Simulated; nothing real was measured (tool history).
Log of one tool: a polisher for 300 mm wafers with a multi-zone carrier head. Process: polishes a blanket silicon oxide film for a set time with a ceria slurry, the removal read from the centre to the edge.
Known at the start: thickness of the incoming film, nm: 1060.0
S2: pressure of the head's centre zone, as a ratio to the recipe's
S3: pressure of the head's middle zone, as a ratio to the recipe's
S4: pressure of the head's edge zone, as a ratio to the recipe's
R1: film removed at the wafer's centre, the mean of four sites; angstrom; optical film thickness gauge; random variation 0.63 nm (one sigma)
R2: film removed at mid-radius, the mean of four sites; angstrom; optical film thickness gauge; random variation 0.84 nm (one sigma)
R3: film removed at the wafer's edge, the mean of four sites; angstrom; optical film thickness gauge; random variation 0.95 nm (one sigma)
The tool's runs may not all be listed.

{"run": 1, "hour": 0.0, "flow of slurry (ml/min)": 160, "S2": 1.0, "S3": 1.0, "S4": 1.0, "polishing time (s)": 36, "R1": 1431.1, "R2": 1434.2, "R3": 1454.0}
{"run": 2, "hour": 6.3, "flow of slurry (ml/min)": 145, "S2": 1.0, "S3": 1.0, "S4": 1.0, "polishing time (s)": 36, "R1": 1413.8, "R2": 1413.9, "R3": 1388.9}
{"run": 3, "hour": 12.4, "flow of slurry (ml/min)": 130, "S2": 1.0, "S3": 0.99, "S4": 0.94, "polishing time (s)": 32, "R1": 1230.0, "R2": 1243.9, "R3": 1209.8}
{"run": 4, "hour": 18.1, "flow of slurry (ml/min)": 130, "S2": 1.0, "S3": 1.03, "S4": 0.94, "polishing time (s)": 32, "R1": 1247.0, "R2": 1264.1, "R3": 1212.0}
{"run": 5, "hour": 18.9, "flow of slurry (ml/min)": 120, "S2": 1.03, "S3": 1.06, "S4": 0.9, "polishing time (s)": 28, "R1": 1085.8, "R2": 1113.3, "R3": 1027.4}
{"run": 6, "hour": 22.3, "flow of slurry (ml/min)": 120, "S2": 1.03, "S3": 1.01, "S4": 0.9, "polishing time (s)": 28, "R1": 1095.4, "R2": 1059.3, "R3": 1045.5}

Run 7 comes next. What will it give?
{"run": 7, "hour": 25.7, "flow of slurry (ml/min)": 115, "S2": 1.06, "S3": 1.06, "S4": 0.87, "polishing time (s)": 26, "R1": "?", "R2": "?", "R3": "?"}

{"run 7": {"R1": 1039.3, "R2": 1024.1, "R3": 933.23}}
